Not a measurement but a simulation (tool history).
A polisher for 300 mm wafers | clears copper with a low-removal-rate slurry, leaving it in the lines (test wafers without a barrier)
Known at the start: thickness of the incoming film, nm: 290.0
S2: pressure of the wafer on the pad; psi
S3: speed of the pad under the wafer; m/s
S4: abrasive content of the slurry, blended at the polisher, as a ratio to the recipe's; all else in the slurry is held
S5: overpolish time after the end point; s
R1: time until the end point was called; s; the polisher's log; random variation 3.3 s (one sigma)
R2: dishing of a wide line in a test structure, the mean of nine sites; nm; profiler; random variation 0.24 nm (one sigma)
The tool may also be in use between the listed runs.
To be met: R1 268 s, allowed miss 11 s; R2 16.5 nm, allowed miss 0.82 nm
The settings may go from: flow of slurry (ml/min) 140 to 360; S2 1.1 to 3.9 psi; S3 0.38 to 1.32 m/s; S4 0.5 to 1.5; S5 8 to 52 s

run 1 day=0 | flow_of_slurry_(ml/min)=230 S2=2.5 S3=0.84 S4=1 S5=26 | R1=118.64 R2=43.689
run 2 day=0.267 | flow_of_slurry_(ml/min)=230 S2=2.7 S3=0.84 S4=1 S5=26 | R1=111.46 R2=47.098
run 3 day=0.588 | flow_of_slurry_(ml/min)=230 S2=2.7 S3=0.84 S4=1 S5=19 | R1=113.23 R2=36.355
run 4 day=0.638 | flow_of_slurry_(ml/min)=230 S2=2.7 S3=0.84 S4=1 S5=30 | R1=109.82 R2=53.198
run 5 day=0.929 | flow_of_slurry_(ml/min)=230 S2=2.5 S3=0.8 S4=1 S5=28 | R1=127.45 R2=45.086
run 6 day=1.083 | flow_of_slurry_(ml/min)=230 S2=2.3 S3=0.78 S4=1 S5=26 | R1=138.85 R2=37.476
run 7 day=1.279 | flow_of_slurry_(ml/min)=230 S2=2.1 S3=0.76 S4=1 S5=25 | R1=158.04 R2=33.786
run 8 day=1.354 | flow_of_slurry_(ml/min)=230 S2=2 S3=0.74 S4=1 S5=24 | R1=169.68 R2=30.125
run 9 day=1.588 | flow_of_slurry_(ml/min)=230 S2=1.9 S3=0.72 S4=1 S5=23 | R1=183.44 R2=27.773
run 10 day=1.792 | flow_of_slurry_(ml/min)=230 S2=1.8 S3=0.72 S4=1 S5=22 | R1=191.07 R2=25.065
run 11 day=1.829 | flow_of_slurry_(ml/min)=230 S2=1.7 S3=0.72 S4=1 S5=22 | R1=202.08 R2=24.13
run 12 day=2.204 | flow_of_slurry_(ml/min)=230 S2=1.6 S3=0.72 S4=1 S5=21 | R1=213.22 R2=22.005
run 13 day=2.367 | flow_of_slurry_(ml/min)=230 S2=1.5 S3=0.72 S4=1 S5=21 | R1=231.69 R2=20.601

4 next moves are on the table. One of them brings every result within its allowed miss. Which?
run A day=2.529 | flow_of_slurry_(ml/min)=265 S2=1.2 S3=0.86 S4=0.7 S5=19 | R1=? R2=?
run B day=2.529 | flow_of_slurry_(ml/min)=210 S2=1.6 S3=0.62 S4=0.85 S5=21 | R1=? R2=?
run C day=2.529 | flow_of_slurry_(ml/min)=240 S2=1.2 S3=0.74 S4=1.05 S5=17 | R1=? R2=?
run D day=2.529 | flow_of_slurry_(ml/min)=185 S2=1.4 S3=0.7 S4=0.9 S5=35 | R1=? R2=?

move=A R1=268.36 R2=16.123
move=B R1=267.38 R2=17.942
move=C R1=272.67 R2=14.361
move=D R1=268.59 R2=27.756
A: meets every target
B: nearer than the last run, and not there yet
C: takes the result that was furthest off past its target
D: further off than the last run
Move A is the one to make.
